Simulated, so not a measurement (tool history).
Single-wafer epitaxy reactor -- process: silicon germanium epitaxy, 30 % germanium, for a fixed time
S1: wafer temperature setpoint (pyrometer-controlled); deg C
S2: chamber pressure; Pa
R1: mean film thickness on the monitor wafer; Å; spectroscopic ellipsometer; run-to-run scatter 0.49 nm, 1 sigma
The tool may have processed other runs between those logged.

{"run": 1, "hour": 0.0, "S1": 605, "S2": 3200, "R1": 699.09}
{"run": 2, "hour": 6.2, "S1": 611, "S2": 3200, "R1": 764.11}
{"run": 3, "hour": 15.1, "S1": 604, "S2": 3200, "R1": 684.69}
{"run": 4, "hour": 22.1, "S1": 604, "S2": 3600, "R1": 713.64}
{"run": 5, "hour": 25.1, "S1": 593, "S2": 3600, "R1": 602.15}
{"run": 6, "hour": 31.8, "S1": 601, "S2": 3640, "R1": 694.84}
{"run": 7, "hour": 39.1, "S1": 613, "S2": 3706, "R1": 839.02}
{"run": 8, "hour": 42.1, "S1": 615, "S2": 3720, "R1": 872.13}
{"run": 9, "hour": 50.4, "S1": 616, "S2": 3720, "R1": 881.26}
{"run": 10, "hour": 54.9, "S1": 616, "S2": 3720, "R1": 884.8}
{"run": 11, "hour": 57.1, "S1": 617, "S2": 3720, "R1": 895.0}

What will run 12 give?
{"run": 12, "hour": 59.3, "S1": 618, "S2": 3720, "R1": "?"}

R1: 913.39 Å
